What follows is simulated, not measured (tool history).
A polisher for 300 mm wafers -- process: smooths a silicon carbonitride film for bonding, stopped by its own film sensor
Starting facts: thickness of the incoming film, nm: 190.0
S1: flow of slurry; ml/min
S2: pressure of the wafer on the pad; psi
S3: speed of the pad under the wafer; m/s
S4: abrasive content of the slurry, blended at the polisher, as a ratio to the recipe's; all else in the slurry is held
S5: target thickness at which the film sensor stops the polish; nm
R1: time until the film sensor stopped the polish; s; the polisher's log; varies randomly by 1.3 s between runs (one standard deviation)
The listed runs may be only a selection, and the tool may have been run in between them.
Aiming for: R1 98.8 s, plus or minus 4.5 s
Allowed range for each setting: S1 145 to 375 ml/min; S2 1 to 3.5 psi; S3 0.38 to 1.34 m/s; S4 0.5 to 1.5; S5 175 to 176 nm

run,hour,S1,S2,S3,S4,S5,R1
1,0,240,2.2,0.86,1,175,64.113
2,3.9,240,2.7,0.86,1,175,53.28
3,11.5,240,2.5,0.86,1,175,57.486
4,17.8,240,2.4,0.86,1,175,59.694
5,21.6,265,2.4,0.86,1,175,60.197
6,26.2,210,2.4,0.86,1,175,59.255
7,32.5,210,2.3,0.86,1,175,62.491
8,34.3,210,1.7,0.82,1,175,86.341

Which single option among these 5 for the next run brings every result within its allowed miss of target? Just one does.
A,36.1,245,1.8,0.7,0.65,176,?
B,36.1,180,2,0.7,1.1,176,?
C,36.1,295,1.5,0.98,1.05,176,?
D,36.1,230,1.7,0.86,1,176,?
E,36.1,215,1.5,0.86,1.3,176,?

move,R1
A,99.509
B,76.427
C,74.738
D,76.51
E,79.301
A: meets every target
B: misses by more than the last run did
C: misses by more than the last run did
D: misses by more than the last run did
E: misses by more than the last run did
So the answer is move A, the one that meets all the targets.

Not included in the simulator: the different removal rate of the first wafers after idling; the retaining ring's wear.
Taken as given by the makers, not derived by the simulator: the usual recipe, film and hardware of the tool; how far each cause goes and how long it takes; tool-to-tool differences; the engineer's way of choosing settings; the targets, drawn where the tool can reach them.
